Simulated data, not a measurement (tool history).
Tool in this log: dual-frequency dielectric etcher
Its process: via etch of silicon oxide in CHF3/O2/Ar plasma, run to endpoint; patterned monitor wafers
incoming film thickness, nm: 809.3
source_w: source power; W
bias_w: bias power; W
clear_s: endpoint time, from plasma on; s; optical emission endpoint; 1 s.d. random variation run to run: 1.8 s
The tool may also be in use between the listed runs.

Run 1, hour 0.0: source_w 460 W, bias_w 225 W. Result: clear_s 400.67 s.
Run 2, hour 8.7: source_w 410 W, bias_w 209 W. Result: clear_s 438.34 s.
Run 3, hour 15.9: source_w 380 W, bias_w 206 W. Result: clear_s 449.92 s.
Run 4, hour 22.1: source_w 380 W, bias_w 223 W. Result: clear_s 429.95 s.
Run 5, hour 23.6: source_w 380 W, bias_w 200 W. Result: clear_s 458.26 s.
Run 6, hour 31.9: source_w 380 W, bias_w 222 W. Result: clear_s 431.69 s.
Run 7, hour 40.8: source_w 360 W, bias_w 212 W. Result: clear_s 450.21 s.
Run 8, hour 44.1: source_w 340 W, bias_w 205 W. Result: clear_s 467.79 s.

The next listed run, before its measurement:
Run 9, hour 46.0: source_w 320 W, bias_w 201 W. Result: clear_s ?.

{"run 9": {"clear_s": 485.17}}
